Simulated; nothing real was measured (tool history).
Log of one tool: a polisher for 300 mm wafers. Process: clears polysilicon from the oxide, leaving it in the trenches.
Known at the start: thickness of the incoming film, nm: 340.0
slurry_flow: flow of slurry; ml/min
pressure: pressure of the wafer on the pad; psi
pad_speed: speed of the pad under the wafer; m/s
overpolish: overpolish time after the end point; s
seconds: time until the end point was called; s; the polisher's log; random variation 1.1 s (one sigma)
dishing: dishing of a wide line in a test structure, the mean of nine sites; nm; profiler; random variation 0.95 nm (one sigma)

| run | day | slurry_flow | pressure | pad_speed | overpolish | seconds | dishing |
|---|---|---|---|---|---|---|---|
| 1 | 0.000 | 145 | 1.9 | 1.12 | 9 | 31.206 | 45.784 |
| 2 | 0.042 | 145 | 1.8 | 1.10 | 9 | 33.690 | 45.129 |
| 3 | 0.400 | 120 | 1.8 | 1.10 | 9 | 34.339 | 44.488 |
| 4 | 0.696 | 120 | 1.7 | 1.08 | 9 | 37.042 | 42.690 |
| 5 | 0.988 | 120 | 1.6 | 1.06 | 9 | 39.193 | 43.657 |
| 6 | 1.354 | 120 | 1.5 | 1.04 | 9 | 43.515 | 41.451 |
| 7 | 1.675 | 120 | 1.5 | 1.04 | 9 | 41.755 | 40.157 |

Forecast run 8:
| 8 | 1.967 | 120 | 1.4 | 1.02 | 9 | ? | ? |

{"run 8": {"seconds": 45.628, "dishing": 36.844}}
